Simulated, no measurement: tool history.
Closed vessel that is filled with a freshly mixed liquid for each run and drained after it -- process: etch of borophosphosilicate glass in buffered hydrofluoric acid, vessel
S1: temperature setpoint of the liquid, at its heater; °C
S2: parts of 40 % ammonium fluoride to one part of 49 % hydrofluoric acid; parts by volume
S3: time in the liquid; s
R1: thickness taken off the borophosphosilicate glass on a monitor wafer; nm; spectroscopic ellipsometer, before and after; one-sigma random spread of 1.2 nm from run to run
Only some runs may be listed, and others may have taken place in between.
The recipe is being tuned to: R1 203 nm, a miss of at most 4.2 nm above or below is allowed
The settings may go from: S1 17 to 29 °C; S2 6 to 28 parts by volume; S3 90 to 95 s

{"run": 1, "hour": 0.0, "S1": 21, "S2": 17, "S3": 90, "R1": 102}
{"run": 2, "hour": 3.3, "S1": 21, "S2": 21.5, "S3": 90, "R1": 82.064}
{"run": 3, "hour": 9.8, "S1": 22, "S2": 20.5, "S3": 90, "R1": 89.676}
{"run": 4, "hour": 14.9, "S1": 19, "S2": 20.5, "S3": 90, "R1": 76.008}
{"run": 5, "hour": 20.4, "S1": 19, "S2": 18.5, "S3": 90, "R1": 84.013}
{"run": 6, "hour": 26.5, "S1": 19, "S2": 15, "S3": 90, "R1": 101.85}
{"run": 7, "hour": 33.1, "S1": 20.5, "S2": 14.5, "S3": 90, "R1": 115.83}
{"run": 8, "hour": 38.5, "S1": 24.5, "S2": 13.5, "S3": 90, "R1": 155.7}

4 next moves are on the table. One of them brings every result within its allowed miss. Which?
{"run": "A", "hour": 43.9, "S1": 26.5, "S2": 12, "S3": 95, "R1": "?"}
{"run": "B", "hour": 43.9, "S1": 29, "S2": 13, "S3": 95, "R1": "?"}
{"run": "C", "hour": 43.9, "S1": 24, "S2": 10, "S3": 95, "R1": "?"}
{"run": "D", "hour": 43.9, "S1": 20, "S2": 7.5, "S3": 90, "R1": "?"}

move=A R1=205.33
move=B R1=216.56
move=C R1=214.8
move=D R1=213.73
A: every result lands within tolerance
B: moves the result that the last run missed by most past its target, out the other side
C: moves the result that the last run missed by most past its target, out the other side
D: moves the result that the last run missed by most past its target, out the other side
So the answer is move A, the one that meets all the targets.
